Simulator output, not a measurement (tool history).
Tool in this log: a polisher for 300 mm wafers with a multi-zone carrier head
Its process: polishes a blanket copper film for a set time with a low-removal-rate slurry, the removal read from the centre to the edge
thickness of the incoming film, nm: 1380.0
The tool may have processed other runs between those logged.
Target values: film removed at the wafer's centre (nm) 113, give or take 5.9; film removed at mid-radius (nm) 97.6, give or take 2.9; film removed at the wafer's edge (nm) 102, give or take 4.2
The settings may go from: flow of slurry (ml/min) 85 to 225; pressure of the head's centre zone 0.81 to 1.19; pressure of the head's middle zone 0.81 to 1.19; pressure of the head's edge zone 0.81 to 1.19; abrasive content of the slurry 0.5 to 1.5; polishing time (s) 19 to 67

run  hour  flow of slurry (ml/min)  pressure of the head's centre zone  pressure of the head's middle zone  pressure of the head's edge zone  abrasive content of the slurry  polishing time (s)  film removed at the wafer's centre (nm)  film removed at mid-radius (nm)  film removed at the wafer's edge (nm)
  1     0                      145                                   1                                   1                                 1                               1                  43                                   120.11                           113.87                                 112.09
  2   1.8                      145                                   1                                   1                              0.95                               1                  43                                   119.25                           114.66                                 111.87
  3   8.1                      145                                   1                                   1                              0.95                               1                  52                                   143.46                            137.3                                 132.35
  4  14.6                      145                                0.94                                   1                              0.95                               1                  52                                   133.77                           134.03                                  131.5
  5  16.7                      145                                0.95                                0.98                              0.94                            0.95                  51                                   130.56                           132.69                                 125.48
  6  24.8                      140                                0.96                                0.96                              0.95                            0.95                  50                                      132                            124.6                                 124.75
  7  27.9                      135                                0.95                                0.94                              0.94                             0.9                  50                                   127.21                           123.48                                 122.19
  8  34.7                      115                                1.05                                0.84                              0.94                            0.65                  44                                   113.29                           86.203                                 100.79
  9  35.6                      120                                1.04                                0.85                              0.94                            0.65                  44                                   114.44                           90.387                                 98.632
 10  38.9                      125                                1.03                                0.85                              0.94                            0.65                  44                                   115.22                           89.766                                 101.16
 11  42.4                      125                                1.02                                0.86                              0.94                            0.65                  44                                   110.83                           91.099                                 100.26
 12  51.2                      130                                1.02                                0.86                              0.94                            0.65                  44                                   110.08                           92.739                                 98.804

Pick the move, out of 5, that brings all results within their allowed miss; only one does.
  A    60                      120                                0.92                                0.89                              0.94                             0.7                  45                                        ?                                ?                                      ?
  B    60                      180                                1.05                                0.94                              0.81                             0.5                  43                                        ?                                ?                                      ?
  C    60                      140                                   1                                 0.9                              0.93                             0.9                  42                                        ?                                ?                                      ?
  D    60                      165                                0.98                                0.92                              1.02                             0.5                  41                                        ?                                ?                                      ?
  E    60                      125                                1.11                                   1                              0.93                            0.85                  39                                        ?                                ?                                      ?

move  film removed at the wafer's centre (nm)  film removed at mid-radius (nm)  film removed at the wafer's edge (nm)
   A                                   103.73                            96.78                                 101.69
   B                                   114.07                           96.648                                 89.037
   C                                   114.23                           98.538                                  101.3
   D                                   100.05                           89.387                                 93.585
   E                                   113.93                           96.801                                 91.567
A: puts the biggest miss on target and leaves a different result outside tolerance
B: puts the biggest miss on target and leaves a different result outside tolerance
C: all results in spec
D: moves away from the targets compared with the last run
E: puts the biggest miss on target and leaves a different result outside tolerance
Correct choice: C, which meets every target
